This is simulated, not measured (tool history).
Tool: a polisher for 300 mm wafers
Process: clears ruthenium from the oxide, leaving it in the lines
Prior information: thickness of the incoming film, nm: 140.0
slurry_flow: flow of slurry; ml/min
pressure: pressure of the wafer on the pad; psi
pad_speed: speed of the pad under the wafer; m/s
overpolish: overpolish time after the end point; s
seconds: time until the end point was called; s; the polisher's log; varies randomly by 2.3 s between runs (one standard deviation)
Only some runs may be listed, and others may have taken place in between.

run  hour  slurry_flow  pressure  pad_speed  overpolish  seconds
  1     0          255       1.6       1.06          47   128.65
  2   2.2          255       1.6       1.06          47   129.99
  3     9          255       1.4       1.04          47   150.23
  4    11          255       1.4       0.84          47   181.13
  5  17.1          255       1.4       0.74          47   208.02
  6  17.7          210       1.4       0.74          47   209.21
  7  18.9          210       1.6       0.74          47   193.53

Estimate the outcome of run 8 from the log above:
  8  25.4          215       1.6       0.74          47        ?

Run 8 produced seconds 182.21 s.

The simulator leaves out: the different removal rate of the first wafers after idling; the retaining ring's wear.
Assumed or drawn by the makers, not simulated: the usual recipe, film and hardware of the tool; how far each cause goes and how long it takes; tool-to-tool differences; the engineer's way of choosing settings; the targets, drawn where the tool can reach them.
